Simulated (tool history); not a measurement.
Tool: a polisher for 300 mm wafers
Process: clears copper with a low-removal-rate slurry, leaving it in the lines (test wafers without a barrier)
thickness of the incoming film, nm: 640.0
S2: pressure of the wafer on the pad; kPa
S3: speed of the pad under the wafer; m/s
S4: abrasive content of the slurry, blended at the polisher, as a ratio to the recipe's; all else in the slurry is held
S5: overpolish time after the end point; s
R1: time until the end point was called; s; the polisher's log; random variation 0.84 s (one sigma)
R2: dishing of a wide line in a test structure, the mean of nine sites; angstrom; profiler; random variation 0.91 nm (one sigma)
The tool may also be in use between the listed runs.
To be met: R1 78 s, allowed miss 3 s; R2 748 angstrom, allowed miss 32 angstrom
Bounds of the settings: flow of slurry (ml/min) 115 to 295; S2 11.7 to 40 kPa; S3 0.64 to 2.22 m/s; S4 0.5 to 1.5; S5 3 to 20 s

run 1 hour=0 | flow_of_slurry_(ml/min)=190 S2=25.5 S3=1.42 S4=1 S5=10 | R1=104.36 R2=501.25
run 2 hour=7.1 | flow_of_slurry_(ml/min)=190 S2=25.5 S3=1.22 S4=1 S5=10 | R1=120.7 R2=435.65
run 3 hour=9.5 | flow_of_slurry_(ml/min)=190 S2=25.5 S3=1.22 S4=1.15 S5=10 | R1=116.25 R2=455.19
run 4 hour=13.9 | flow_of_slurry_(ml/min)=210 S2=25.5 S3=1.22 S4=1.15 S5=10 | R1=113.35 R2=463.36
run 5 hour=15.1 | flow_of_slurry_(ml/min)=225 S2=25.5 S3=1.22 S4=1.15 S5=10 | R1=110.72 R2=470.76
run 6 hour=17.1 | flow_of_slurry_(ml/min)=225 S2=25.5 S3=0.92 S4=1.15 S5=10 | R1=147.14 R2=365.71
run 7 hour=19.7 | flow_of_slurry_(ml/min)=225 S2=29 S3=0.94 S4=1.15 S5=10 | R1=129.91 R2=411.33
run 8 hour=20.3 | flow_of_slurry_(ml/min)=225 S2=35.9 S3=1.2 S4=1.15 S5=12 | R1=86.875 R2=692.53
run 9 hour=26.3 | flow_of_slurry_(ml/min)=230 S2=36.5 S3=1.2 S4=1.15 S5=12 | R1=84.146 R2=699.8
run 10 hour=30.5 | flow_of_slurry_(ml/min)=230 S2=37.2 S3=1.2 S4=1.15 S5=12 | R1=83.233 R2=710.56
run 11 hour=34.9 | flow_of_slurry_(ml/min)=230 S2=37.9 S3=1.2 S4=1.15 S5=12 | R1=83.352 R2=724.18

5 next moves are on the table. One of them brings every result within its allowed miss. Which?
run A hour=39.3 | flow_of_slurry_(ml/min)=170 S2=36.5 S3=1.4 S4=0.7 S5=12 | R1=? R2=?
run B hour=39.3 | flow_of_slurry_(ml/min)=190 S2=39.3 S3=1.04 S4=1.4 S5=12 | R1=? R2=?
run C hour=39.3 | flow_of_slurry_(ml/min)=235 S2=27.6 S3=1.46 S4=1.05 S5=13 | R1=? R2=?
run D hour=39.3 | flow_of_slurry_(ml/min)=180 S2=37.2 S3=1.32 S4=1.2 S5=12 | R1=? R2=?
run E hour=39.3 | flow_of_slurry_(ml/min)=205 S2=37.2 S3=1.4 S4=1.15 S5=10 | R1=? R2=?

move=A R1=90.952 R2=670.87
move=B R1=88.23 R2=690.23
move=C R1=91.884 R2=701.23
move=D R1=78.234 R2=760.28
move=E R1=73.587 R2=688.16
A: further off than the last run
B: further off than the last run
C: further off than the last run
D: meets every target
E: takes the result that was furthest off past its target
Answer: D

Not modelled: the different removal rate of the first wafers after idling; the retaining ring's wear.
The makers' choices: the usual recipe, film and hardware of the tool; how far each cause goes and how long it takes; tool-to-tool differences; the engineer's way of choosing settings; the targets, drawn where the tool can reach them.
